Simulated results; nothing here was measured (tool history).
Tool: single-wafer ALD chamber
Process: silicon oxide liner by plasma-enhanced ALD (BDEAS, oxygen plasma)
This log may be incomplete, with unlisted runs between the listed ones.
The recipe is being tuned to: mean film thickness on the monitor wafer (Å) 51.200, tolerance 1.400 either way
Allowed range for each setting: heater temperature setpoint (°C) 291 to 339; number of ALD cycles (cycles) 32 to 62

run,hour,heater temperature setpoint (°C),number of ALD cycles (cycles),mean film thickness on the monitor wafer (Å)
1,0.0,315,47,43.911
2,1.0,315,44,40.889
3,2.4,315,47,43.570
4,4.8,315,49,45.519
5,10.2,315,51,48.097
6,16.8,315,47,43.853
7,18.2,315,49,46.036
8,25.5,315,49,45.667
9,34.0,315,51,47.992
10,36.3,315,52,48.560
11,38.2,315,53,49.434

Below are 4 possible settings for the next run. Only one of them brings all results inside the allowed miss of their targets. Which is it?
A,40.1,320,53,?
B,40.1,321,51,?
C,40.1,313,55,?
D,40.1,313,52,?

move,mean film thickness on the monitor wafer (Å)
A,48.798
B,46.880
C,51.222
D,48.428
A: misses by more than the last run did
B: misses by more than the last run did
C: in spec on every target
D: misses by more than the last run did
C meets every target.
